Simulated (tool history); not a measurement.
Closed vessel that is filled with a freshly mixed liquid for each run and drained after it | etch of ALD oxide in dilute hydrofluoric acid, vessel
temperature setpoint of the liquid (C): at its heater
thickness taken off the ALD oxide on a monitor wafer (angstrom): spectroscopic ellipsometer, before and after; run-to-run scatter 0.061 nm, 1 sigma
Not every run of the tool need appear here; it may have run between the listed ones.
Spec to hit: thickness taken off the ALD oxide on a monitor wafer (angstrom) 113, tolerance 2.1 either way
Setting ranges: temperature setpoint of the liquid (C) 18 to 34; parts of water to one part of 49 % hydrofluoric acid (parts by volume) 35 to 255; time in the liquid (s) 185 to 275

run  hour  temperature setpoint of the liquid (C)  parts of water to one part of 49 % hydrofluoric acid (parts by volume)  time in the liquid (s)  thickness taken off the ALD oxide on a monitor wafer (angstrom)
  1     0                                      26                                                                     145                     275                                                           194.51
  2   1.6                                      25                                                                     150                     275                                                           177.59
  3   4.1                                      24                                                                     155                     275                                                           167.18
  4   4.7                                      24                                                                     155                     275                                                           166.09
  5  11.8                                      24                                                                     115                     275                                                           235.49
       13  -- thermometer replaced
  6    13                                      23                                                                     125                     275                                                           184.47
  7  20.3                                      22                                                                     125                     275                                                           179.63
  8  22.6                                    21.5                                                                     130                     275                                                           168.73
  9  30.8                                      21                                                                     135                     275                                                           157.44

Below are 5 possible settings for the next run. Only one of them brings all results inside the allowed miss of their targets. Which is it?
  A    39                                      23                                                                      95                     275                                                                ?
  B    39                                      20                                                                     100                     270                                                                ?
  C    39                                    20.5                                                                     125                     185                                                                ?
  D    39                                    21.5                                                                     120                     275                                                                ?
  E    39                                    24.5                                                                     105                     275                                                                ?

move  thickness taken off the ALD oxide on a monitor wafer (angstrom)
   A                                                           254.78
   B                                                           209.18
   C                                                           113.83
   D                                                           184.49
   E                                                            241.7
A: moves away from the targets compared with the last run
B: moves away from the targets compared with the last run
C: in spec on every target
D: moves away from the targets compared with the last run
E: moves away from the targets compared with the last run
Go with C: it meets all targets.
